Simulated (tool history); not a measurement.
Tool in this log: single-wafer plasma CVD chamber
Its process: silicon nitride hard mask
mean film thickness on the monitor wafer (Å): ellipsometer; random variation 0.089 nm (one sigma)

run	hour	heater temperature setpoint (deg C)	chamber pressure (Torr)	RF power (W)	deposition time (s)	mean film thickness on the monitor wafer (Å)
1	0.0	425	1.17	380	19.3	236.09
2	6.6	425	1.12	380	19.3	233.24
3	11.8	425	1.07	380	19.3	230.99
4	15.8	425	1.07	380	18.4	221.22
5	17.6	425	1.04	380	18.4	219.02
6	24.4	432	1.04	380	18.4	218.35

The next listed run, before its measurement:
7	27.1	432	1.02	380	18.4	?

mean film thickness on the monitor wafer (Å): 218.04
